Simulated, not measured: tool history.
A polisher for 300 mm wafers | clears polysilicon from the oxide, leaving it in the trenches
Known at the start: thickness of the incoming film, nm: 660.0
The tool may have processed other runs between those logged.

run,hour,flow of slurry (ml/min),pressure of the wafer on the pad (psi),speed of the pad under the wafer (m/s),overpolish time after the end point (s),time until the end point was called (s),dishing of a wide line in a test structure (nm)
1,0,165,2.5,0.84,25,70.445,83.548
2,3.6,150,2.5,0.84,25,71.406,82.093
3,5.6,150,2.5,0.94,25,64.428,85.188
4,13.5,150,2.5,0.94,30,63.55,85.437
5,18.9,190,2.5,0.94,30,60.086,84.998
6,21,185,2.3,0.88,27,70.591,79.065
7,25.7,185,2.3,0.88,27,70.237,80.93

Expected results for the next run?
8,32.1,180,2.1,0.84,26,?,?

{"run 8": {"time until the end point was called (s)": 80.038, "dishing of a wide line in a test structure (nm)": 76.439}}
